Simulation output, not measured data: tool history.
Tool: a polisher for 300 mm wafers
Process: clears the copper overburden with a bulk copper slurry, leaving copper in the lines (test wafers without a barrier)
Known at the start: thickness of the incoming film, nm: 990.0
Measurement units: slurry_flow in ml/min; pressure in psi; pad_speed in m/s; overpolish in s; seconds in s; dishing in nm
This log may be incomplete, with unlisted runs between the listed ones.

run 1 hour=0.0 | slurry_flow=295 pressure=3.0 pad_speed=0.88 slurry_solids=1.00 overpolish=9 | seconds=100.410 dishing=49.357
run 2 hour=4.2 | slurry_flow=295 pressure=3.2 pad_speed=0.90 slurry_solids=1.00 overpolish=8 | seconds=93.872 dishing=48.418
run 3 hour=12.1 | slurry_flow=295 pressure=3.2 pad_speed=0.90 slurry_solids=0.85 overpolish=8 | seconds=100.180 dishing=46.828
run 4 hour=16.1 | slurry_flow=295 pressure=3.2 pad_speed=0.90 slurry_solids=0.85 overpolish=5 | seconds=96.362 dishing=29.970
run 5 hour=24.8 | slurry_flow=295 pressure=3.5 pad_speed=0.92 slurry_solids=0.85 overpolish=5 | seconds=92.424 dishing=32.966
run 6 hour=27.6 | slurry_flow=295 pressure=3.7 pad_speed=0.98 slurry_solids=0.85 overpolish=5 | seconds=81.987 dishing=36.056
run 7 hour=28.3 | slurry_flow=295 pressure=3.9 pad_speed=1.02 slurry_solids=0.85 overpolish=5 | seconds=77.358 dishing=38.738
run 8 hour=32.1 | slurry_flow=295 pressure=4.0 pad_speed=1.06 slurry_solids=0.85 overpolish=5 | seconds=76.556 dishing=39.564
run 9 hour=38.6 | slurry_flow=295 pressure=4.1 pad_speed=1.10 slurry_solids=0.85 overpolish=5 | seconds=72.314 dishing=40.326
run 10 hour=41.2 | slurry_flow=295 pressure=4.2 pad_speed=1.14 slurry_solids=0.85 overpolish=5 | seconds=69.286 dishing=41.675
run 11 hour=48.4 | slurry_flow=295 pressure=4.3 pad_speed=1.16 slurry_solids=0.85 overpolish=5 | seconds=66.568 dishing=44.106
run 12 hour=51.1 | slurry_flow=295 pressure=4.3 pad_speed=1.18 slurry_solids=0.85 overpolish=5 | seconds=62.839 dishing=42.995
run 13 hour=56.5 | slurry_flow=295 pressure=4.4 pad_speed=1.20 slurry_solids=0.85 overpolish=3 | seconds=64.755 dishing=28.569

Run 14, settings as shown, results not yet in. Your forecast:
run 14 hour=60.4 | slurry_flow=300 pressure=4.2 pad_speed=1.28 slurry_solids=0.90 overpolish=5 | seconds=? dishing=?

{"run 14": {"seconds": 60.605, "dishing": 44.622}}
